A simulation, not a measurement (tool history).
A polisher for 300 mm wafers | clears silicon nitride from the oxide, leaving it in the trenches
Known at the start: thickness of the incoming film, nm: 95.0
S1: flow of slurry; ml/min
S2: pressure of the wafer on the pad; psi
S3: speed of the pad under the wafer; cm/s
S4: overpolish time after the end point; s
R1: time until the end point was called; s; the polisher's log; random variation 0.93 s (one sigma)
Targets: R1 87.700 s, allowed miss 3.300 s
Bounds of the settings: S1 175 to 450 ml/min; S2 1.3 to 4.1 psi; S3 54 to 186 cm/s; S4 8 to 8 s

run  hour   S1   S2   S3  S4       R1
  1   0.0  290  2.7  118   8  111.330
  2   8.8  290  2.2  118   8  126.760
  3  15.3  265  2.2  118   8  124.850
  4  22.8  265  2.5  120   8  116.410
  5  26.5  265  2.5   94   8  143.170
  6  30.0  265  2.8   94   8  133.100
  7  30.8  265  3.1   98   8  120.600
  8  34.0  265  3.4  102   8  110.080
  9  40.9  265  3.6  104   8  104.010
 10  43.7  265  3.7  106   8   98.829
 11  49.0  265  3.8  106   8   97.393
 12  51.6  265  3.9  108   8   94.934
 13  56.0  265  4.0  110   8   92.585

4 next moves are on the table. One of them brings every result within its allowed miss. Which?
  A  60.4  325  3.9   98   8   ?
  B  60.4  335  3.4  110   8   ?
  C  60.4  305  3.6  124   8   ?
  D  60.4  205  3.7  112   8   ?

move       R1
   A  100.070
   B   98.787
   C   85.849
   D   95.646
A: further off than the last run
B: further off than the last run
C: meets every target
D: further off than the last run
Move C is the one to make.

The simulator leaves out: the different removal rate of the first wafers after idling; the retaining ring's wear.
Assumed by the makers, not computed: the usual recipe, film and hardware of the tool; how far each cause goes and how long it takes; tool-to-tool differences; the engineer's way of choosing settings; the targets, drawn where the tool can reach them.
